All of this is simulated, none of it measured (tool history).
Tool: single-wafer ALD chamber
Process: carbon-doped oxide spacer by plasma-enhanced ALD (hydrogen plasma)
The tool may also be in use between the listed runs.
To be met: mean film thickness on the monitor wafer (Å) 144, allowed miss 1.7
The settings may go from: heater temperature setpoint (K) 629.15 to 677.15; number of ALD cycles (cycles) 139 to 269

run	day	heater temperature setpoint (K)	number of ALD cycles (cycles)	mean film thickness on the monitor wafer (Å)
1	0	653.15	204	114.61
2	0.054	653.15	183	102.48
3	0.175	653.15	202	113.35
4	0.275	653.15	213	119.21
5	0.379	653.15	203	113.84
6	0.4	653.15	214	120.21
7	0.517	653.15	222	124.06
8	0.888	653.15	230	128.82
# day 0.983: thermocouple changed; heater temperature recalibrated
9	0.983	653.15	236	132.68

4 next moves are on the table. One of them brings every result within its allowed miss. Which?
A	1.079	650.15	220	?
B	1.079	649.15	268	?
C	1.079	658.15	256	?
D	1.079	649.15	247	?

move	mean film thickness on the monitor wafer (Å)
A	123.58
B	150.54
C	143.8
D	138.74
A: further off than the last run
B: takes the result that was furthest off past its target
C: meets every target
D: nearer than the last run, and not there yet
Move C is the one to make.
